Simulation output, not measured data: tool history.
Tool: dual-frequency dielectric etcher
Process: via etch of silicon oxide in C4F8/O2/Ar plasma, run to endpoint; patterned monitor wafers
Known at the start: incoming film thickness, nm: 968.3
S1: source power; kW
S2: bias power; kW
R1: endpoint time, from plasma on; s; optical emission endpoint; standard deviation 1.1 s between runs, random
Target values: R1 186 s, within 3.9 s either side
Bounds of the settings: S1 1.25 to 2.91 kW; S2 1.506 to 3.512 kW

{"run": 1, "hour": 0.0, "S1": 2.08, "S2": 2.509, "R1": 170.19}
{"run": 2, "hour": 6.8, "S1": 2.29, "S2": 2.509, "R1": 163.56}
{"run": 3, "hour": 13.1, "S1": 2.29, "S2": 2.785, "R1": 158.9}
{"run": 4, "hour": 20.4, "S1": 2.51, "S2": 2.785, "R1": 154.25}
{"run": 5, "hour": 26.3, "S1": 2.37, "S2": 2.725, "R1": 160.27}
{"run": 6, "hour": 35.0, "S1": 2.5, "S2": 2.725, "R1": 158.11}
{"run": 7, "hour": 44.0, "S1": 2.39, "S2": 2.612, "R1": 162.16}
{"run": 8, "hour": 50.5, "S1": 2.29, "S2": 2.547, "R1": 164.97}
{"run": 9, "hour": 54.6, "S1": 2.2, "S2": 2.503, "R1": 166.11}
{"run": 10, "hour": 57.1, "S1": 2.1, "S2": 2.448, "R1": 168.02}
{"run": 11, "hour": 59.3, "S1": 2.02, "S2": 2.375, "R1": 173.7}
{"run": 12, "hour": 67.0, "S1": 1.97, "S2": 2.35, "R1": 173.93}
{"run": 13, "hour": 69.7, "S1": 1.91, "S2": 2.319, "R1": 175.59}
{"run": 14, "hour": 70.4, "S1": 1.86, "S2": 2.291, "R1": 179.8}
{"run": 15, "hour": 78.9, "S1": 1.83, "S2": 2.281, "R1": 180.4}

Of the 5 settings listed for the next run, only one would bring every result within its allowed miss of target. Which one?
{"run": "A", "hour": 87.4, "S1": 1.55, "S2": 2.04, "R1": "?"}
{"run": "B", "hour": 87.4, "S1": 1.97, "S2": 2.271, "R1": "?"}
{"run": "C", "hour": 87.4, "S1": 1.6, "S2": 2.023, "R1": "?"}
{"run": "D", "hour": 87.4, "S1": 2.19, "S2": 2.127, "R1": "?"}
{"run": "E", "hour": 87.4, "S1": 1.88, "S2": 1.99, "R1": "?"}

move=A R1=195.37
move=B R1=176.83
move=C R1=193.91
move=D R1=173.72
move=E R1=185.28
A: the result that was furthest off in the last run now lies on the other side of its target
B: its largest miss is bigger than the last run's
C: the result that was furthest off in the last run now lies on the other side of its target
D: its largest miss is bigger than the last run's
E: all results in spec
So the answer is move E, the one that meets all the targets.
